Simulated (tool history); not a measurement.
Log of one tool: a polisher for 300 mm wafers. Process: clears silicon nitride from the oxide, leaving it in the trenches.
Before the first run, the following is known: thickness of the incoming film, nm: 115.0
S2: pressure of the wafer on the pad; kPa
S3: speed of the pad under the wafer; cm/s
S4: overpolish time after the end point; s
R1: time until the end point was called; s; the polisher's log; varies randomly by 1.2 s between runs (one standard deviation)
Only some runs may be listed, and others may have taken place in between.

{"run": 1, "hour": 0.0, "flow of slurry (ml/min)": 180, "S2": 11.7, "S3": 128, "S4": 4, "R1": 182.88}
{"run": 2, "hour": 3.0, "flow of slurry (ml/min)": 180, "S2": 11.7, "S3": 142, "S4": 4, "R1": 163.37}
{"run": 3, "hour": 8.7, "flow of slurry (ml/min)": 155, "S2": 11.7, "S3": 142, "S4": 4, "R1": 167.35}
{"run": 4, "hour": 14.1, "flow of slurry (ml/min)": 165, "S2": 12.4, "S3": 142, "S4": 4, "R1": 157.29}
{"run": 5, "hour": 22.4, "flow of slurry (ml/min)": 175, "S2": 13.1, "S3": 142, "S4": 4, "R1": 146.68}
{"run": 6, "hour": 24.6, "flow of slurry (ml/min)": 155, "S2": 13.1, "S3": 142, "S4": 4, "R1": 149.94}

The next listed run, before its measurement:
{"run": 7, "hour": 31.5, "flow of slurry (ml/min)": 165, "S2": 13.1, "S3": 142, "S4": 4, "R1": "?"}

Logged for run 7: R1 149.12 s.
